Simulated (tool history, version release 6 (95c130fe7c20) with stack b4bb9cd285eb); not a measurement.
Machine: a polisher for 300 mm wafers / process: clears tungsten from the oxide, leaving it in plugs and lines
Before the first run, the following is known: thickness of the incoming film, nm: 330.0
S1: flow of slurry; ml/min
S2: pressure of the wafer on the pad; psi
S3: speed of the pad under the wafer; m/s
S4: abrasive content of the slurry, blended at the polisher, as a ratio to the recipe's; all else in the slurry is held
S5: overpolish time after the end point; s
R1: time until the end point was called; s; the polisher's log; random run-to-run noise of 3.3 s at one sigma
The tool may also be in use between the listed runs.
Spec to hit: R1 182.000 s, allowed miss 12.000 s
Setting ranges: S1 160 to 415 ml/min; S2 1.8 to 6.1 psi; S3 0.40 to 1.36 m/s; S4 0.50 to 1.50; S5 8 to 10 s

run,hour,S1,S2,S3,S4,S5,R1
1,0.0,265,3.9,0.88,1.00,10,94.765
2,4.1,265,3.9,0.98,1.00,10,90.693
3,10.9,265,4.4,0.98,1.00,10,79.848
4,20.0,265,4.4,1.06,1.00,10,74.901
5,25.3,265,3.5,1.06,1.00,10,89.438
6,30.8,265,3.3,1.02,1.00,10,97.671
7,38.8,265,3.1,0.98,1.00,10,104.690
8,43.9,265,3.0,0.94,1.00,10,108.290
9,50.9,265,2.9,0.90,1.00,10,119.040
10,59.3,265,2.8,0.88,1.00,10,120.050
11,60.8,265,2.7,0.86,1.00,10,129.130

Which one of the following 4 next-run settings gets every result inside its allowed miss? There is exactly one.
A,62.3,235,1.8,0.66,1.05,10,?
B,62.3,290,2.0,0.72,0.95,8,?
C,62.3,235,2.1,0.62,1.10,8,?
D,62.3,220,3.2,0.48,0.90,8,?

move,R1
A,212.560
B,185.330
C,204.010
D,209.490
A: takes the biggest miss from the last run beyond its target
B: meets every target
C: takes the biggest miss from the last run beyond its target
D: takes the biggest miss from the last run beyond its target
Answer: B
